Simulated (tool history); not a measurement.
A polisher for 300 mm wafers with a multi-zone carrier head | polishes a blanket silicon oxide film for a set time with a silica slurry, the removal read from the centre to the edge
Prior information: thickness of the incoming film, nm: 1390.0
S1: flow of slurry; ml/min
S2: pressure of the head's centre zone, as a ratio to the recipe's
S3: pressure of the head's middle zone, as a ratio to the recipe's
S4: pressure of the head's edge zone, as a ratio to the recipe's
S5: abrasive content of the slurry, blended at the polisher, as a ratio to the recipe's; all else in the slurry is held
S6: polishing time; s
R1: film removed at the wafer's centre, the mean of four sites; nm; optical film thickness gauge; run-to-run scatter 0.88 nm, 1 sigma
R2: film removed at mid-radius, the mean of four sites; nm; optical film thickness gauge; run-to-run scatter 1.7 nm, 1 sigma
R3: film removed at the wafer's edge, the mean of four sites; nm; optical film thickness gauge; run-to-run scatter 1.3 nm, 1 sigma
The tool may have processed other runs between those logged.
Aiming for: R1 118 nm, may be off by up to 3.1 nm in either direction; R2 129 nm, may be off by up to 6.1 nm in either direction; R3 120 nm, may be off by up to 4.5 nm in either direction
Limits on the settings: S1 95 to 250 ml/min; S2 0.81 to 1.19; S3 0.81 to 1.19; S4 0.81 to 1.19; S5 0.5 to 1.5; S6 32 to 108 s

run	day	S1	S2	S3	S4	S5	S6	R1	R2	R3
1	0	160	1	1	1	1	70	179.97	181.24	182.74
2	0.288	160	1.09	1	1	1	70	193.53	183.52	180.32
3	0.321	160	1.08	1	0.99	0.95	69	186.58	179.15	173.81
4	0.567	180	1.08	1	0.99	0.95	69	191.51	179.53	177.48
5	0.771	180	1.08	1	0.99	0.95	86	239.43	231.73	218.94
6	1.042	210	1.08	1	0.99	0.95	86	245.01	235	224.09
7	1.1	165	0.98	0.91	0.89	0.7	67	145.21	137.15	141.45
8	1.233	165	0.97	0.92	0.88	0.7	67	143.08	142.66	139.74
9	1.421	160	0.96	0.92	0.87	0.7	67	139.91	137.09	139.79
10	1.642	160	0.96	0.93	0.86	0.7	67	140.19	143.41	141.14
11	1.888	135	0.94	0.95	0.81	0.5	64	106.41	114.68	107.76
12	2.146	140	0.94	0.95	0.81	0.5	64	107.7	115.3	108.11

Which of these 5 next moves meets every target?
A	2.404	115	0.84	0.82	0.9	0.6	69	?	?	?
B	2.404	125	0.85	0.86	0.91	0.6	67	?	?	?
C	2.404	145	0.98	1.16	0.81	0.55	54	?	?	?
D	2.404	130	0.93	0.97	0.81	0.5	72	?	?	?
E	2.404	140	1.02	0.88	0.88	0.5	56	?	?	?

move	R1	R2	R3
A	108.67	113.84	130.74
B	109.69	117.62	129.59
C	102.16	121.23	97.125
D	119.61	129.15	121.67
E	104.14	94.231	99.56
A: nearer than the last run, and not there yet
B: nearer than the last run, and not there yet
C: further off than the last run
D: every result within its allowed miss
E: further off than the last run
So the answer is move D, the one that meets all the targets.

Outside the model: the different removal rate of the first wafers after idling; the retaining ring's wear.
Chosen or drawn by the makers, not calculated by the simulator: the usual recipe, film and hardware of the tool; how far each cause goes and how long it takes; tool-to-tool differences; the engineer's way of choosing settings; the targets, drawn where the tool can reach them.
